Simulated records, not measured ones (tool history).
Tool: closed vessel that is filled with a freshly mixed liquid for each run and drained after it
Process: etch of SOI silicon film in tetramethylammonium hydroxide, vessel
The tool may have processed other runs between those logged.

run  hour  temperature setpoint of the liquid (C)  concentration of hydroxide in the mixed liquid (% by weight)  time in the liquid (s)  thickness taken off the SOI silicon film on a monitor wafer (angstrom)
  1     0                                      75                                                          11.5                      30                                                                  3014.5
  2   2.7                                      75                                                          11.5                      30                                                                    3052
  3   7.7                                      76                                                          11.5                      30                                                                    3207
  4   9.1                                      76                                                          11.5                      30                                                                  3223.4
  5  11.9                                    76.5                                                          11.5                      30                                                                  3318.8
  6  17.9                                    76.5                                                          11.5                      30                                                                  3306.3
  7  26.3                                      77                                                          11.5                      30                                                                  3422.3

Expected results for the next run?
  8  28.1                                    81.5                                                          11.5                      30                                                                       ?

Run 8 produced thickness taken off the SOI silicon film on a monitor wafer (angstrom) 4366.
